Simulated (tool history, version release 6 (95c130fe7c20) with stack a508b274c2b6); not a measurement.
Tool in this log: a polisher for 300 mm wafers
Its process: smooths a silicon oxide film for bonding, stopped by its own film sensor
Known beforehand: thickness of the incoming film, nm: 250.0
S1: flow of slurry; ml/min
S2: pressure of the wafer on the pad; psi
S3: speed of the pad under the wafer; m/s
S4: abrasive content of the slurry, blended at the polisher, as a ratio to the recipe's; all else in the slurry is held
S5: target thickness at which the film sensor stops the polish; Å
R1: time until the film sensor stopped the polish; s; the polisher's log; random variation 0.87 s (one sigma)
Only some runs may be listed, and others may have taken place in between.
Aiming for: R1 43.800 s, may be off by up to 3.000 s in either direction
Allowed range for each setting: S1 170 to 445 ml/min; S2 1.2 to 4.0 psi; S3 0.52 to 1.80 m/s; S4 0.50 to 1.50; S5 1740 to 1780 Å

run	hour	S1	S2	S3	S4	S5	R1
1	0.0	285	2.6	1.16	1.00	1780	69.153
2	0.9	285	2.8	1.18	1.00	1780	63.675
3	6.3	285	2.8	1.18	0.85	1780	67.915
4	13.1	285	2.8	1.18	0.85	1780	68.080
5	14.1	285	3.0	1.20	0.85	1780	64.737
6	20.7	285	3.0	1.20	0.95	1780	61.295
7	23.9	285	3.1	1.22	0.95	1780	56.543
8	29.7	285	3.2	1.22	0.95	1780	54.974
9	36.7	285	3.3	1.22	0.95	1780	55.103
10	37.4	285	3.4	1.24	0.95	1780	51.722

4 next moves are on the table. One of them brings every result within its allowed miss. Which?
A	38.1	330	3.8	1.22	0.95	1740	?
B	38.1	240	3.2	1.34	1.05	1740	?
C	38.1	300	3.8	1.26	1.05	1780	?
D	38.1	340	3.5	1.06	0.90	1760	?

move	R1
A	50.139
B	53.375
C	44.527
D	60.313
A: closer than the last run, but not yet in spec
B: moves away from the targets compared with the last run
C: in spec on every target
D: moves away from the targets compared with the last run
Answer: C

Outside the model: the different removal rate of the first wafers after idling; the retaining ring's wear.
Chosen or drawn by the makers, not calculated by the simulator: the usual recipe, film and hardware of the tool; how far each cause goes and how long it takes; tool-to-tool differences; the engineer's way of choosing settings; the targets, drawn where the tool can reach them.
